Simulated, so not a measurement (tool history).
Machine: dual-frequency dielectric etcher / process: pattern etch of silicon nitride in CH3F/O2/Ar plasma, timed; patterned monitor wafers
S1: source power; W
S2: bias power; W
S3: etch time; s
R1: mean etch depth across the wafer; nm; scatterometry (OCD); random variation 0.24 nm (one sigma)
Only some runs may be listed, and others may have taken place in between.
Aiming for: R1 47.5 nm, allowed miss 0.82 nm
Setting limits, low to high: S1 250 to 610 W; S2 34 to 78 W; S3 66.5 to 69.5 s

| run | day | S1 | S2 | S3 | R1 |
|---|---|---|---|---|---|
| 1 | 0 | 430 | 56 | 66.5 | 42.263 |
| 2 | 0.329 | 430 | 56 | 69.5 | 43.898 |
| 3 | 0.65 | 440 | 56 | 69.5 | 44.634 |
| 4 | 0.729 | 440 | 56 | 66.5 | 42.549 |
| 5 | 1.108 | 460 | 56 | 66.5 | 43.44 |
| 6 | 1.233 | 460 | 52 | 66.5 | 43.229 |
| 7 | 1.5 | 470 | 52 | 66.5 | 43.306 |
| 8 | 1.571 | 480 | 52 | 66.5 | 43.993 |
| 9 | 1.917 | 490 | 52 | 66.5 | 43.863 |
| 10 | 2.129 | 500 | 52 | 66.5 | 44.66 |
| 11 | 2.471 | 510 | 52 | 66.5 | 45.144 |
| 12 | 2.679 | 520 | 52 | 66.5 | 45.615 |
| 13 | 2.746 | 530 | 52 | 66.5 | 46.178 |
| 14 | 3.025 | 540 | 52 | 66.5 | 46.442 |

5 candidate next runs follow, results not yet known. Just one meets every target within its allowed miss. Identify it.
| A | 3.304 | 540 | 58 | 66.5 | ? |
| B | 3.304 | 530 | 51 | 66.5 | ? |
| C | 3.304 | 600 | 35 | 67.5 | ? |
| D | 3.304 | 520 | 48 | 68.5 | ? |
| E | 3.304 | 510 | 53 | 66.5 | ? |

| move | R1 |
|---|---|
| A | 47.158 |
| B | 45.356 |
| C | 45.252 |
| D | 45.667 |
| E | 44.913 |
A: meets every target
B: further off than the last run
C: further off than the last run
D: further off than the last run
E: further off than the last run
Answer: A
